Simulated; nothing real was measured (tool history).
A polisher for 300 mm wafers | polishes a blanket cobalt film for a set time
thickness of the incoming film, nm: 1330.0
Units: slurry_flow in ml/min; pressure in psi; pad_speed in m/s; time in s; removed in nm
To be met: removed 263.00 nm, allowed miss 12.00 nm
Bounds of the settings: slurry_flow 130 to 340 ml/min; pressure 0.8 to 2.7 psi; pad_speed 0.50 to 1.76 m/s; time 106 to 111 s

run,hour,slurry_flow,pressure,pad_speed,time,removed
1,0.0,220,1.7,1.12,106,449.46
2,1.8,220,1.7,1.12,106,438.34
3,5.5,195,1.7,1.12,106,427.32
4,10.1,185,1.5,1.10,106,378.84
5,11.0,185,1.3,1.08,106,328.03
6,19.4,225,1.3,1.08,106,333.70
7,20.0,225,1.3,1.08,106,332.41
8,25.5,225,1.2,1.08,106,316.39
9,26.5,225,1.1,1.08,106,285.33

Which of these 5 next moves meets every target?
A,27.5,220,1.1,1.06,108,?
B,27.5,220,0.9,1.18,106,?
C,27.5,215,0.9,1.02,106,?
D,27.5,260,1.0,1.12,110,?
E,27.5,230,1.0,0.94,106,?

move,removed
A,287.08
B,262.79
C,227.47
D,289.60
E,232.20
A: further off than the last run
B: meets every target
C: takes the result that was furthest off past its target
D: further off than the last run
E: takes the result that was furthest off past its target
Answer: B
